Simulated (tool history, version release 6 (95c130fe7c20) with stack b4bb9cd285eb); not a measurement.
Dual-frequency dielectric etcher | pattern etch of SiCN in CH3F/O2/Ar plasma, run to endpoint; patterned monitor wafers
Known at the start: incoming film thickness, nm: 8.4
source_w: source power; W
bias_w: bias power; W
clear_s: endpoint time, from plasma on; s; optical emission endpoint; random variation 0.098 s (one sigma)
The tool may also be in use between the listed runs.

run,day,source_w,bias_w,clear_s
1,0.000,480,72,22.538
2,0.029,450,72,22.978
3,0.229,530,72,21.561
4,0.529,550,73,21.215
5,0.579,570,74,21.168
6,0.900,570,69,21.642
7,1.100,580,71,21.126
8,1.388,590,73,20.907
9,1.629,590,73,20.804

Run 10 comes next. What will it give?
10,1.717,600,74,?

clear_s: 20.563 s
